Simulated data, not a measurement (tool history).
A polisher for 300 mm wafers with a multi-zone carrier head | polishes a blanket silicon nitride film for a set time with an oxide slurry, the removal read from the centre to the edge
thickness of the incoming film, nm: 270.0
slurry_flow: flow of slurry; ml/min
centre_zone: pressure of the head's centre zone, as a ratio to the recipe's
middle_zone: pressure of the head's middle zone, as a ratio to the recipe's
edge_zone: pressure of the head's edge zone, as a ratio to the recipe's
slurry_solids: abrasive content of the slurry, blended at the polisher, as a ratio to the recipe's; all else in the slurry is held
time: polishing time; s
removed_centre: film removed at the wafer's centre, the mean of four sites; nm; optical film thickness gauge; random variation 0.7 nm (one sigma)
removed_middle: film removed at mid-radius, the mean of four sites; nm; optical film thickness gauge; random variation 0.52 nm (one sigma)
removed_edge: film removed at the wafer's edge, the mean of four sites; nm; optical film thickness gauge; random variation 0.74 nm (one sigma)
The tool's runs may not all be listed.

run	day	slurry_flow	centre_zone	middle_zone	edge_zone	slurry_solids	time	removed_centre	removed_middle	removed_edge
1	0.000	205	1.00	1.00	1.00	1.0	82	68.758	69.454	70.900
2	0.283	205	1.06	1.00	1.00	1.0	82	72.247	69.227	69.671
3	0.492	205	1.06	1.00	1.05	1.0	82	71.854	70.243	70.552
4	0.758	195	1.01	0.98	1.06	1.0	82	67.138	67.697	72.098
5	0.900	185	0.98	0.97	1.06	1.0	82	65.003	66.917	71.136
6	1.054	185	0.98	0.97	1.10	1.0	82	64.759	66.451	74.167
7	1.225	175	0.96	0.97	1.09	1.0	82	64.216	65.165	71.820
8	1.300	170	0.93	0.97	1.09	1.0	82	61.547	66.031	71.725
9	1.467	165	0.92	0.96	1.09	1.0	82	61.462	64.286	71.927

Forecast run 10:
10	1.721	160	0.90	0.96	1.09	1.0	82	?	?	?

{"run 10": {"removed_centre": 57.962, "removed_middle": 64.896, "removed_edge": 71.426}}
